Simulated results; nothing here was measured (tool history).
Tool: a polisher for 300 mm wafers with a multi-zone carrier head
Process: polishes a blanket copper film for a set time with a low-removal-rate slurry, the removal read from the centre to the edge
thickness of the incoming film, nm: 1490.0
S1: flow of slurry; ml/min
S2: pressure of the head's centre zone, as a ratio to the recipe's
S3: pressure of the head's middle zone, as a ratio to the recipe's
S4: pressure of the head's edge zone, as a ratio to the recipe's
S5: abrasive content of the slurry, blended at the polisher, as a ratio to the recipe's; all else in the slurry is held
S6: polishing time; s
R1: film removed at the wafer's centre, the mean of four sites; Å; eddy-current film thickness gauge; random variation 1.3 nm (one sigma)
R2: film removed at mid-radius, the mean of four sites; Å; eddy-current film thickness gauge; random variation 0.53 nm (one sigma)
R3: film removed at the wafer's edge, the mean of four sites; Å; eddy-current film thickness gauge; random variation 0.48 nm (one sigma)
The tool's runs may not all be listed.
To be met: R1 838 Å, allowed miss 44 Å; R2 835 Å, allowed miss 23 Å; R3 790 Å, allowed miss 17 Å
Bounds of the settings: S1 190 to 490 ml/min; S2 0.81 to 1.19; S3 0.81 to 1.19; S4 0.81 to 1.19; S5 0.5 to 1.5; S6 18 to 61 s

run	hour	S1	S2	S3	S4	S5	S6	R1	R2	R3
1	0	315	1	1	1	1	39	739.86	715.92	722.34
2	1.1	315	0.94	1	1	1	39	679.99	708.46	716.48
3	7.2	325	0.97	1.03	1.02	1.05	39	718.46	744.78	727.98
4	15	330	0.99	1.04	1.04	1.1	39	736.7	755.5	732.07
5	17	330	1.03	1.04	1.04	1.1	39	788.56	746.07	746.33
6	17.7	330	1.03	1.04	1	1.1	39	770.4	744.88	726.33
7	23.1	335	1.03	1.06	1.03	1.15	39	785	762.21	746.31
8	30.3	340	1.04	1.08	1.05	1.2	39	784.01	786.64	760.1

Which of these 5 next moves meets every target?
A	37.5	325	1.1	1.13	1.07	1.1	38	?	?	?
B	37.5	370	0.92	0.92	1.19	1.35	37	?	?	?
C	37.5	300	1.1	1.16	1.12	1.3	39	?	?	?
D	37.5	320	0.97	0.99	1.09	1.5	39	?	?	?
E	37.5	395	0.95	1	1.04	0.7	44	?	?	?

move	R1	R2	R3
A	830.78	771.16	730.93
B	715.49	704.23	795.9
C	881.69	832.19	795.01
D	807.26	786.38	815.62
E	756.36	755.94	758.71
A: further off than the last run
B: further off than the last run
C: meets every target
D: as far off as the last run
E: further off than the last run
Move C is the one to make.

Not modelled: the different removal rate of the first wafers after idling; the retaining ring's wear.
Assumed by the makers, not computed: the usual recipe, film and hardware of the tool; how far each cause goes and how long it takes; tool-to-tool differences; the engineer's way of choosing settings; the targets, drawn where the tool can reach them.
